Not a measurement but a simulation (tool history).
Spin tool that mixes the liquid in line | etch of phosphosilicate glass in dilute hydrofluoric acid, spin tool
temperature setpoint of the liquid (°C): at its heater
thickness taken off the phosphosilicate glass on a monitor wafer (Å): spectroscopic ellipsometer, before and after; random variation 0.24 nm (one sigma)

run	day	temperature setpoint of the liquid (°C)	parts of water to one part of 49 % hydrofluoric acid (parts by volume)	time under the liquid (s)	thickness taken off the phosphosilicate glass on a monitor wafer (Å)
1	0	23	290	105	251.12
2	0.188	25	290	105	268.09
3	0.508	25	225	105	371.41
4	0.75	26.5	220	105	405.66
5	0.833	26.5	300	105	270.23
6	0.921	26.5	235	105	369.98
7	1.283	27.5	225	105	406.35

Run 8 comes next. What will it give?
8	1.567	28.5	220	105	?

{"run 8": {"thickness taken off the phosphosilicate glass on a monitor wafer (Å)": 431.94}}
